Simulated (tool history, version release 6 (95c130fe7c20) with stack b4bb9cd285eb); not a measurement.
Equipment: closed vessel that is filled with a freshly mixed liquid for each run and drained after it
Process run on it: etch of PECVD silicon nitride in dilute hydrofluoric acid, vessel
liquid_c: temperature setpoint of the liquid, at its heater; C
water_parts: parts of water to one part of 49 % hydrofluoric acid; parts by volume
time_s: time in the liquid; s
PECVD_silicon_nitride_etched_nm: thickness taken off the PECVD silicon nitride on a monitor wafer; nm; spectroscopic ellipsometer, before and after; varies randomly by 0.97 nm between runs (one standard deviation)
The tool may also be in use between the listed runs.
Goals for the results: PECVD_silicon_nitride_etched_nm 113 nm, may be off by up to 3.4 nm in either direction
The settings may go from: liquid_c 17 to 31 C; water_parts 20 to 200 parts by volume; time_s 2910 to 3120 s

run	hour	liquid_c	water_parts	time_s	PECVD_silicon_nitride_etched_nm
1	0	23	110	2910	96.316
2	6.2	23	80	2910	130.96
3	9	22.5	80	2910	127.43
4	11.3	19.5	80	2910	104.34
5	19	19.5	80	2910	103.44
6	27.1	19.5	95	2910	88.598
7	29.6	20	95	2910	90.46
8	34.2	20.5	95	2910	94.614
9	36.8	20.5	95	2910	95.694
10	39.3	21	95	2910	98.609

Which one of the following 5 next-run settings gets every result inside its allowed miss? There is exactly one.
A	41.8	20	75	3120	?
B	41.8	20	80	3020	?
C	41.8	22	105	2975	?
D	41.8	23.5	130	3090	?
E	41.8	21.5	95	2990	?

move	PECVD_silicon_nitride_etched_nm
A	123.17
B	111.95
C	96.774
D	89.951
E	103.75
A: the result that was furthest off in the last run now lies on the other side of its target
B: every result within its allowed miss
C: further off than the last run
D: further off than the last run
E: nearer the targets than the last run, but a result is still out of spec
The move that meets every target is B.

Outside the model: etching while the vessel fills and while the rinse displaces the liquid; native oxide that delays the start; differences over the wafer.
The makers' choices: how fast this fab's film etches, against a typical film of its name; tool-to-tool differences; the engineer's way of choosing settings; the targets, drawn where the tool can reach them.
